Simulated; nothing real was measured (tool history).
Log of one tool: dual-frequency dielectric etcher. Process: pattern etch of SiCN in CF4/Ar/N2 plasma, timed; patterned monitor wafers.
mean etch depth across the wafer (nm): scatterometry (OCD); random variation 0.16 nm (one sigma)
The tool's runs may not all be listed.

run	day	source power (W)	bias power (W)	Ar flow (sccm)	CF4 flow (sccm)	etch time (s)	mean etch depth across the wafer (nm)
1	0.000	440	70	82	70	53.5	50.999
2	0.312	420	70	82	70	53.5	48.487
3	0.350	420	70	82	61	53.5	47.297
4	0.471	420	70	82	61	53.5	47.127
5	0.775	420	70	88	61	53.5	46.903
6	1.129	410	70	88	61	53.5	45.427
# day 1.488: wet clean of the chamber
7	1.488	410	70	88	61	53.5	44.536

Run 8 comes next. What will it give?
8	1.850	330	69	88	61	53.5	?

Run 8 gave mean etch depth across the wafer (nm) 35.086.
